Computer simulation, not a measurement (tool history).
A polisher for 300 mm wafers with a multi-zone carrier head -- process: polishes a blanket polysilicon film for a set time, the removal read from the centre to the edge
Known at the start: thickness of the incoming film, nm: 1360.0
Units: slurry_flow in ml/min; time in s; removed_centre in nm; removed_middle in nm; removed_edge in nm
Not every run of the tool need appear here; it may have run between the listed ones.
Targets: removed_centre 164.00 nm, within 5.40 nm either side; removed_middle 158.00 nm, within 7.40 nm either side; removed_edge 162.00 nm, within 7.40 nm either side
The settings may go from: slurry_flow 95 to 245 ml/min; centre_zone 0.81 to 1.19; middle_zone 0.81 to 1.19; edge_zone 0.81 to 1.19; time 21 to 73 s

run,hour,slurry_flow,centre_zone,middle_zone,edge_zone,time,removed_centre,removed_middle,removed_edge
1,0.0,155,1.00,1.00,1.00,47,227.47,227.95,227.54
2,6.6,135,1.00,1.00,1.00,47,218.00,224.10,223.15
3,15.5,160,1.00,1.00,1.00,47,224.69,230.73,230.11
4,22.0,160,1.00,1.00,1.04,47,225.73,232.06,232.09
5,24.1,155,1.00,0.98,1.00,43,206.27,211.55,209.75
# hour 25.4: worn pad replaced by a new one
6,25.4,155,1.00,0.98,1.00,51,257.52,253.44,254.82
7,29.3,140,1.03,0.98,1.01,46,234.03,229.63,236.23
8,37.0,145,0.99,0.93,0.95,43,207.96,202.77,217.37
9,39.3,140,1.01,0.95,0.85,30,149.46,145.41,143.12
10,45.9,150,1.01,0.95,0.88,30,148.56,152.51,145.68
11,50.3,160,1.06,0.85,0.96,34,180.81,158.85,169.14
12,54.7,160,1.04,0.87,0.95,34,176.65,156.12,169.53
13,56.4,160,1.03,0.89,0.94,34,176.20,161.24,168.75
14,63.9,155,1.02,0.90,0.93,34,172.48,161.40,166.76
15,68.7,155,1.01,0.90,0.93,34,171.82,168.56,167.59

Below are 4 possible settings for the next run. Only one of them brings all results inside the allowed miss of their targets. Which is it?
A,73.5,200,1.01,0.93,0.98,31,?,?,?
B,73.5,225,0.98,0.96,0.81,33,?,?,?
C,73.5,245,0.91,1.01,0.81,33,?,?,?
D,73.5,160,0.90,0.93,0.97,36,?,?,?

move,removed_centre,removed_middle,removed_edge
A,160.91,155.64,157.20
B,169.40,172.23,157.51
C,159.69,180.56,158.66
D,160.86,174.57,177.17
A: all results land within tolerance of their targets
B: further off than the last run
C: brings the last run's worst result on target, with another outside its allowed miss
D: brings the last run's worst result on target, with another outside its allowed miss
The right move is A.
